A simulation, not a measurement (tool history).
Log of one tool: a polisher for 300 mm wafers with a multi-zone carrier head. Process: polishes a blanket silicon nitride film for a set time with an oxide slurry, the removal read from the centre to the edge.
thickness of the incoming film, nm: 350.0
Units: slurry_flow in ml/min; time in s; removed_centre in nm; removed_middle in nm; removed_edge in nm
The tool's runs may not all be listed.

| run | hour | slurry_flow | centre_zone | middle_zone | edge_zone | slurry_solids | time | removed_centre | removed_middle | removed_edge |
|---|---|---|---|---|---|---|---|---|---|---|
| 1 | 0.0 | 280 | 1.00 | 1.00 | 1.00 | 1.00 | 74 | 33.830 | 33.893 | 34.053 |
| 2 | 1.8 | 280 | 1.00 | 1.00 | 1.00 | 1.15 | 74 | 35.011 | 35.897 | 35.846 |
| 3 | 2.7 | 280 | 1.00 | 1.00 | 1.00 | 1.35 | 74 | 36.986 | 37.418 | 37.094 |
| 4 | 10.1 | 280 | 0.99 | 1.01 | 0.97 | 1.15 | 69 | 32.890 | 33.370 | 31.977 |
| 5 | 16.4 | 280 | 0.99 | 1.01 | 0.97 | 1.15 | 82 | 38.686 | 40.747 | 38.514 |
| 6 | 22.2 | 275 | 0.96 | 1.00 | 0.94 | 1.00 | 77 | 33.705 | 35.552 | 34.412 |
| 7 | 28.2 | 275 | 0.95 | 1.01 | 0.92 | 0.90 | 72 | 30.156 | 32.738 | 31.221 |

Forecast run 8:
| 8 | 34.0 | 275 | 0.95 | 1.02 | 0.90 | 0.80 | 68 | ? | ? | ? |

{"run 8": {"removed_centre": 27.431, "removed_middle": 30.573, "removed_edge": 28.243}}

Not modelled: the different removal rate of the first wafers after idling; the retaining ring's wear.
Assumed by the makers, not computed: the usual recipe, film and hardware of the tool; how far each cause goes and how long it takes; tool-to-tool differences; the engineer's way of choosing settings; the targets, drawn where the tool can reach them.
